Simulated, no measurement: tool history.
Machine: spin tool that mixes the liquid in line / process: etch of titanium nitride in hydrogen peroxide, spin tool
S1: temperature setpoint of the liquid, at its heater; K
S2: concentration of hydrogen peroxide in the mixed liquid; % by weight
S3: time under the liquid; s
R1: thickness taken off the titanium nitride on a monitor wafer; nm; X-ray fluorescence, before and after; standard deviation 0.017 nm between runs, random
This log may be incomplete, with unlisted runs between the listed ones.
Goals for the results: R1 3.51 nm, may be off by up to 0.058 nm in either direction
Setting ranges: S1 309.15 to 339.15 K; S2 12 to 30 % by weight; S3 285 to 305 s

run 1 hour=0 | S1=325.15 S2=23 S3=285 | R1=8.1741
run 2 hour=8.6 | S1=325.15 S2=23 S3=305 | R1=8.8319
run 3 hour=10.3 | S1=322.65 S2=23 S3=305 | R1=7.272
run 4 hour=18.4 | S1=325.15 S2=23 S3=305 | R1=8.6932
run 5 hour=26.6 | S1=330.65 S2=23 S3=305 | R1=12.843
run 6 hour=35.2 | S1=327.15 S2=23 S3=305 | R1=10.036
run 7 hour=36.4 | S1=324.15 S2=23 S3=305 | R1=8.1398
run 8 hour=42.3 | S1=321.65 S2=23 S3=305 | R1=6.8249
run 9 hour=46 | S1=319.65 S2=23 S3=305 | R1=5.8931
run 10 hour=48.6 | S1=311.65 S2=23 S3=305 | R1=3.203
run 11 hour=49.9 | S1=312.15 S2=23 S3=305 | R1=3.3309

Which one of the following 5 next-run settings gets every result inside its allowed miss? There is exactly one.
run A hour=51.2 | S1=314.15 S2=22 S3=290 | R1=?
run B hour=51.2 | S1=311.65 S2=26 S3=285 | R1=?
run C hour=51.2 | S1=313.65 S2=21.5 S3=305 | R1=?
run D hour=51.2 | S1=313.15 S2=28 S3=285 | R1=?
run E hour=51.2 | S1=314.65 S2=15.5 S3=305 | R1=?

move=A R1=3.6396
move=B R1=3.0593
move=C R1=3.6659
move=D R1=3.4918
move=E R1=3.6907
A: takes the biggest miss from the last run beyond its target
B: the biggest miss grows against the last run
C: takes the biggest miss from the last run beyond its target
D: each result inside its tolerance
E: takes the biggest miss from the last run beyond its target
Go with D: it meets all targets.
